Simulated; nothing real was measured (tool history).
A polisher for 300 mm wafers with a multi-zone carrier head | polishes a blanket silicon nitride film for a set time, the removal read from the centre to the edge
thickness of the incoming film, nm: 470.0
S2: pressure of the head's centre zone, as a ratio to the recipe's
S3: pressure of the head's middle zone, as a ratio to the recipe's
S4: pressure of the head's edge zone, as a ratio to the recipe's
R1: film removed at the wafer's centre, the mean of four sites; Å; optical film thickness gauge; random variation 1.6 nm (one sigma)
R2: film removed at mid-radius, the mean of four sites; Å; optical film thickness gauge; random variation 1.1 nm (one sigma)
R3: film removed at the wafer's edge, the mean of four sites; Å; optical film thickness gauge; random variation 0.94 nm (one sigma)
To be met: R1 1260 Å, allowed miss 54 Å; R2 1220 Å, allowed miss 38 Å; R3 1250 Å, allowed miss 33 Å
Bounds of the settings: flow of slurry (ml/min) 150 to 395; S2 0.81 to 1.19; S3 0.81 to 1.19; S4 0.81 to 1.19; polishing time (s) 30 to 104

run 1 hour=0 | flow_of_slurry_(ml/min)=250 S2=1 S3=1 S4=1 polishing_time_(s)=67 | R1=1521.7 R2=1420.4 R3=1433.4
run 2 hour=7.8 | flow_of_slurry_(ml/min)=240 S2=0.97 S3=0.98 S4=0.96 polishing_time_(s)=66 | R1=1433.9 R2=1383.9 R3=1375.7
run 3 hour=8.9 | flow_of_slurry_(ml/min)=275 S2=0.97 S3=0.98 S4=0.96 polishing_time_(s)=66 | R1=1460.2 R2=1427 R3=1386.1
run 4 hour=16.6 | flow_of_slurry_(ml/min)=255 S2=0.95 S3=0.95 S4=0.94 polishing_time_(s)=65 | R1=1417.7 R2=1337.9 R3=1354.4
run 5 hour=21 | flow_of_slurry_(ml/min)=255 S2=0.89 S3=0.95 S4=0.94 polishing_time_(s)=65 | R1=1292.1 R2=1355.2 R3=1343.3
run 6 hour=24.7 | flow_of_slurry_(ml/min)=255 S2=0.89 S3=1.04 S4=0.94 polishing_time_(s)=65 | R1=1318.5 R2=1458.1 R3=1344.8
run 7 hour=33.4 | flow_of_slurry_(ml/min)=240 S2=0.9 S3=1 S4=0.93 polishing_time_(s)=64 | R1=1293.8 R2=1373.9 R3=1316
run 8 hour=40.2 | flow_of_slurry_(ml/min)=230 S2=0.91 S3=0.98 S4=0.92 polishing_time_(s)=64 | R1=1285.4 R2=1346.3 R3=1295.8
run 9 hour=45.8 | flow_of_slurry_(ml/min)=215 S2=0.92 S3=0.96 S4=0.92 polishing_time_(s)=64 | R1=1283.1 R2=1309 R3=1289.1
run 10 hour=47.4 | flow_of_slurry_(ml/min)=205 S2=0.93 S3=0.95 S4=0.92 polishing_time_(s)=64 | R1=1307.7 R2=1280 R3=1274

4 next moves are on the table. One of them brings every result within its allowed miss. Which?
run A hour=49 | flow_of_slurry_(ml/min)=215 S2=0.91 S3=0.95 S4=0.98 polishing_time_(s)=64 | R1=? R2=? R3=?
run B hour=49 | flow_of_slurry_(ml/min)=195 S2=0.88 S3=0.86 S4=0.94 polishing_time_(s)=66 | R1=? R2=? R3=?
run C hour=49 | flow_of_slurry_(ml/min)=150 S2=0.96 S3=0.94 S4=0.93 polishing_time_(s)=65 | R1=? R2=? R3=?
run D hour=49 | flow_of_slurry_(ml/min)=180 S2=0.95 S3=0.87 S4=1.04 polishing_time_(s)=63 | R1=? R2=? R3=?

move=A R1=1276.7 R2=1297.3 R3=1327.7
move=B R1=1250 R2=1212.6 R3=1330
move=C R1=1265.5 R2=1218.1 R3=1252.8
move=D R1=1267.7 R2=1151.1 R3=1314.4
A: further off than the last run
B: brings the result that was furthest off to its target, and leaves another outside
C: meets every target
D: takes the result that was furthest off past its target
Answer: C
